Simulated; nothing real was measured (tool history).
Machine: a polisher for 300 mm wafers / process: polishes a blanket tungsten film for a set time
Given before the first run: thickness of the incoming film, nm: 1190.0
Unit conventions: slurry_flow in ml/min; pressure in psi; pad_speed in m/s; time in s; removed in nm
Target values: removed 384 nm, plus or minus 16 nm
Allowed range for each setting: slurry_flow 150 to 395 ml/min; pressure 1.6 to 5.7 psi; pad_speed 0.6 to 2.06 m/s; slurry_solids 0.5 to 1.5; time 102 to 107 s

Run 1, hour 0: slurry_flow 250 ml/min, pressure 3.6 psi, pad_speed 1.32 m/s, slurry_solids 1, time 102 s. Result: removed 615.59 nm.
Run 2, hour 0.7: slurry_flow 250 ml/min, pressure 2.8 psi, pad_speed 1.32 m/s, slurry_solids 1, time 102 s. Result: removed 472.52 nm.
Run 3, hour 3.7: slurry_flow 250 ml/min, pressure 2.8 psi, pad_speed 1.14 m/s, slurry_solids 1, time 102 s. Result: removed 419.98 nm.
Run 4, hour 4.9: slurry_flow 250 ml/min, pressure 2.4 psi, pad_speed 1.14 m/s, slurry_solids 1, time 102 s. Result: removed 363.14 nm.
Run 5, hour 8.8: slurry_flow 250 ml/min, pressure 2.4 psi, pad_speed 1.14 m/s, slurry_solids 0.8, time 102 s. Result: removed 332.24 nm.
Run 6, hour 11.8: slurry_flow 250 ml/min, pressure 2.4 psi, pad_speed 0.8 m/s, slurry_solids 0.8, time 102 s. Result: removed 241.78 nm.
Run 7, hour 16.5: slurry_flow 250 ml/min, pressure 2.9 psi, pad_speed 0.8 m/s, slurry_solids 0.8, time 102 s. Result: removed 278.47 nm.
Run 8, hour 22.5: slurry_flow 250 ml/min, pressure 3.2 psi, pad_speed 0.8 m/s, slurry_solids 0.8, time 102 s. Result: removed 315.81 nm.

Exercise: of the 4 proposed moves below, exactly one satisfies all targets within the stated allowed misses. Which move is it?
Run A, hour 28.5: slurry_flow 245 ml/min, pressure 3.3 psi, pad_speed 1.04 m/s, slurry_solids 0.9, time 102 s. Result: removed ?.
Run B, hour 28.5: slurry_flow 275 ml/min, pressure 4 psi, pad_speed 0.76 m/s, slurry_solids 0.95, time 105 s. Result: removed ?.
Run C, hour 28.5: slurry_flow 265 ml/min, pressure 3.4 psi, pad_speed 0.84 m/s, slurry_solids 0.9, time 107 s. Result: removed ?.
Run D, hour 28.5: slurry_flow 150 ml/min, pressure 3 psi, pad_speed 0.8 m/s, slurry_solids 0.85, time 107 s. Result: removed ?.

move  removed
   A   437.03
   B   414.69
   C   387.97
   D   294.26
A: carries the result that was furthest off beyond its target, to the other side
B: carries the result that was furthest off beyond its target, to the other side
C: every result lands within tolerance
D: moves away from the targets compared with the last run
Correct choice: C, which meets every target
